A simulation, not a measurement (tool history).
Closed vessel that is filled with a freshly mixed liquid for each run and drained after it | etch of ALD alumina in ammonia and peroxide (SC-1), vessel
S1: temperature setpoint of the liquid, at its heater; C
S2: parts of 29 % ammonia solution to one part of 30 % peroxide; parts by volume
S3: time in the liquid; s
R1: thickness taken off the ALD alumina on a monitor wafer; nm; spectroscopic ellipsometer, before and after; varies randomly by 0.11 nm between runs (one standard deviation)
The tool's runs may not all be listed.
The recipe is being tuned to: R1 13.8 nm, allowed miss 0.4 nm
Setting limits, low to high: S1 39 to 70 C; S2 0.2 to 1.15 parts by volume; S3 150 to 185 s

run  hour    S1    S2   S3      R1
  1     0    55  0.65  185  9.9957
  2   1.1  48.5  0.65  185  7.0321
  3   5.6  44.5  0.65  185  5.6483
  4   8.8    50  0.65  185  7.6754
     13.9  -- ammonia flow meter replaced
  5  13.9    50   0.8  185  7.8307
  6  19.7    50   0.8  150  6.3662
  7  27.5    58  0.85  150   9.902
  8  32.2    59  0.85  150  10.427
  9  35.6  59.5  0.85  150  10.699
 10  37.2    60  0.85  150  10.843
 11  43.1  60.5  0.85  150  11.169
 12  49.4    61  0.85  150  11.541
 13  57.2  61.5  0.85  150    11.9
 14  60.8    62  0.85  150  12.119
 15  69.1  62.5  0.85  150  12.498
 16  71.2  63.5  0.85  150  12.864

Exactly one of the 4 candidate moves below puts every result within its allowed miss. Which one?
  A  73.3    59  0.85  185   ?
  B  73.3  61.5   0.8  165   ?
  C  73.3  63.5   0.8  160   ?
  D  73.3  61.5  0.85  160   ?

move      R1
   A   12.83
   B  12.932
   C  13.872
   D  12.613
A: just as far off the targets as the last run
B: nearer the targets than the last run, but a result is still out of spec
C: all results in spec
D: lands further from the targets than the last run did
C meets every target.
